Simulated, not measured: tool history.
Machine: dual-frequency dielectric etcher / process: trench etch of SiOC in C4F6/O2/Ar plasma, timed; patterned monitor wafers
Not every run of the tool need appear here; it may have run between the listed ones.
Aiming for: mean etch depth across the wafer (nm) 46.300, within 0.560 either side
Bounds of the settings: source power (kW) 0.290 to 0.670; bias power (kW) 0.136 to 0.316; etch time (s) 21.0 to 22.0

run,hour,source power (kW),bias power (kW),etch time (s),mean etch depth across the wafer (nm)
1,0.0,0.480,0.226,21.0,50.447
2,6.1,0.450,0.225,21.0,49.220
3,11.4,0.430,0.224,21.0,48.301
4,16.7,0.420,0.223,21.0,47.509
5,19.3,0.420,0.223,22.0,49.823
6,20.4,0.420,0.194,22.0,48.274
7,26.5,0.410,0.194,22.0,47.618
8,27.2,0.400,0.194,22.0,47.365

4 next moves are on the table. One of them brings every result within its allowed miss. Which?
A,27.9,0.410,0.197,22.0,?
B,27.9,0.410,0.247,21.0,?
C,27.9,0.350,0.216,22.0,?
D,27.9,0.450,0.221,21.5,?

move,mean etch depth across the wafer (nm)
A,48.056
B,48.702
C,46.236
D,50.192
A: its largest miss is bigger than the last run's
B: its largest miss is bigger than the last run's
C: meets every target
D: its largest miss is bigger than the last run's
Move C is the one to make.
